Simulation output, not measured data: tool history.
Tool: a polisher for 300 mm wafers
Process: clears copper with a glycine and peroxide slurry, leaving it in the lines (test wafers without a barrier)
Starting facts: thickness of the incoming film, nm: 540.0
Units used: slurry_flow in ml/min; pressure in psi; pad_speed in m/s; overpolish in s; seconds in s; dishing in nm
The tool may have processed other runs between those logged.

run	hour	slurry_flow	pressure	pad_speed	overpolish	seconds	dishing
1	0.0	220	1.9	0.86	12	157.17	28.517
2	4.1	245	1.9	0.86	12	152.75	27.014
3	7.7	245	1.4	0.86	12	188.60	24.308
4	13.3	245	1.4	0.86	8	185.45	15.476
5	16.0	195	1.4	0.86	8	192.87	15.094
6	16.7	195	1.4	0.86	13	192.31	25.052
7	24.2	195	1.6	0.86	14	180.88	28.925
8	32.8	200	1.8	0.86	15	163.09	31.174
9	35.7	205	1.9	0.86	16	160.43	34.406

Run 10 has not been measured yet. What should we expect?
10	42.1	205	2.5	0.90	19	?	?

{"run 10": {"seconds": 127.7, "dishing": 48.447}}
